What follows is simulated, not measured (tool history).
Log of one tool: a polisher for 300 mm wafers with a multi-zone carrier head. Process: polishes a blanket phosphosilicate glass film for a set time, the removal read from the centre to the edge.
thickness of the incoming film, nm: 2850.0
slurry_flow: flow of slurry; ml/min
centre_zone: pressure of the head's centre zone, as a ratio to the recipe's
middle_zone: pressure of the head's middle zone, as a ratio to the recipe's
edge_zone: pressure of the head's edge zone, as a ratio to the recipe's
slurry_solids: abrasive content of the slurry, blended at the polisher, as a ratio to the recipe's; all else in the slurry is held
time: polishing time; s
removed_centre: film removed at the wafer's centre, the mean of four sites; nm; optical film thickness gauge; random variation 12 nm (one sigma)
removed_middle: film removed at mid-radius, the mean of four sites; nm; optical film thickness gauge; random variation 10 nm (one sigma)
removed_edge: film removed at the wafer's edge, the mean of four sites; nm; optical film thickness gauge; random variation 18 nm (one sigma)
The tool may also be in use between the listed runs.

| run | hour | slurry_flow | centre_zone | middle_zone | edge_zone | slurry_solids | time | removed_centre | removed_middle | removed_edge |
|---|---|---|---|---|---|---|---|---|---|---|
| 1 | 0 | 320 | 1 | 1 | 1 | 1 | 80 | 896.78 | 869.91 | 886.9 |
| 2 | 8.9 | 320 | 1 | 1 | 1.04 | 1 | 80 | 905.4 | 862.43 | 915.4 |
| 3 | 14.5 | 320 | 1 | 1 | 1.04 | 1 | 88 | 981.6 | 949.2 | 1018.8 |
| 4 | 20.9 | 320 | 1.08 | 1 | 1.04 | 1 | 88 | 1077.6 | 944.68 | 975.75 |
| 5 | 25.3 | 350 | 1.08 | 1 | 1.04 | 1 | 88 | 1081.8 | 955.79 | 982.78 |
| 6 | 26.8 | 350 | 1.08 | 1 | 1.01 | 1 | 88 | 1075.7 | 952.92 | 980.34 |

The next listed run, before its measurement:
| 7 | 32.1 | 360 | 1.1 | 1.03 | 1.05 | 1.15 | 89 | ? | ? | ? |

Run 7 gave removed_centre 1168.9 nm, removed_middle 1068.6 nm, removed_edge 1069.1 nm.
